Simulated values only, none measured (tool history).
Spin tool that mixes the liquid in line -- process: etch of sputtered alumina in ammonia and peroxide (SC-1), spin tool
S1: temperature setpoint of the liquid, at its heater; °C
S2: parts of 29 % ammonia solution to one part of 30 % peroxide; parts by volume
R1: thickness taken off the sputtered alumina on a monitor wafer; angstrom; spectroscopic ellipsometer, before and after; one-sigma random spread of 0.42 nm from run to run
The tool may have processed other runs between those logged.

{"run": 1, "hour": 0.0, "S1": 55.0, "S2": 0.6, "time under the liquid (s)": 285, "R1": 209.91}
{"run": 2, "hour": 5.0, "S1": 50.5, "S2": 0.6, "time under the liquid (s)": 285, "R1": 165.06}
{"run": 3, "hour": 6.8, "S1": 50.5, "S2": 0.6, "time under the liquid (s)": 305, "R1": 173.36}
{"run": 4, "hour": 14.3, "S1": 50.5, "S2": 0.6, "time under the liquid (s)": 285, "R1": 165.39}
{"run": 5, "hour": 19.2, "S1": 50.5, "S2": 0.75, "time under the liquid (s)": 285, "R1": 171.72}
{"hour": 20.0, "done": "ammonia flow meter replaced"}
{"run": 6, "hour": 20.0, "S1": 54.0, "S2": 0.75, "time under the liquid (s)": 285, "R1": 205.79}

The next listed run, before its measurement:
{"run": 7, "hour": 28.7, "S1": 57.0, "S2": 0.75, "time under the liquid (s)": 285, "R1": "?"}

Run 7 yielded R1 238.92 angstrom.

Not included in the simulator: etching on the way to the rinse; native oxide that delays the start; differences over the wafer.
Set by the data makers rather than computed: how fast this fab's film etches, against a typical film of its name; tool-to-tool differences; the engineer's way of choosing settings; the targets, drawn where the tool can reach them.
